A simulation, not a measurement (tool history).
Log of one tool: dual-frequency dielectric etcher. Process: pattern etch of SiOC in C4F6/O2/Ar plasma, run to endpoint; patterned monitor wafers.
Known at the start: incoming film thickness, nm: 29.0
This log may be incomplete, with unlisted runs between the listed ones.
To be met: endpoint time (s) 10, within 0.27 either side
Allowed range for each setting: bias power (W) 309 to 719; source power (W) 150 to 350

| run | day | bias power (W) | source power (W) | endpoint time (s) |
|---|---|---|---|---|
| 1 | 0 | 514 | 250 | 11.46 |
| 2 | 0.075 | 514 | 270 | 11.16 |
| 3 | 0.346 | 448 | 270 | 11.915 |
| 4 | 0.683 | 468 | 270 | 11.472 |
| 5 | 0.8 | 485 | 270 | 11.448 |
|  | 0.962 | bias power generator calibrated |
| 6 | 0.962 | 501 | 270 | 11.089 |
| 7 | 1.254 | 511 | 270 | 11.065 |
| 8 | 1.392 | 522 | 270 | 11.008 |
| 9 | 1.496 | 533 | 270 | 10.834 |
| 10 | 1.771 | 542 | 270 | 10.713 |
| 11 | 1.829 | 549 | 270 | 10.585 |
| 12 | 2.042 | 555 | 270 | 10.594 |
| 13 | 2.158 | 561 | 270 | 10.662 |

Next run, 4 choices. One meets every target within its allowed miss, the rest don't. Which?
| A | 2.275 | 682 | 310 | ? |
| B | 2.275 | 707 | 310 | ? |
| C | 2.275 | 648 | 310 | ? |
| D | 2.275 | 660 | 270 | ? |

| move | endpoint time (s) |
|---|---|
| A | 9.5031 |
| B | 9.3783 |
| C | 9.682 |
| D | 10.156 |
A: the result that was furthest off in the last run now lies on the other side of its target
B: the result that was furthest off in the last run now lies on the other side of its target
C: the result that was furthest off in the last run now lies on the other side of its target
D: every result lands within tolerance
Move D is the one to make.
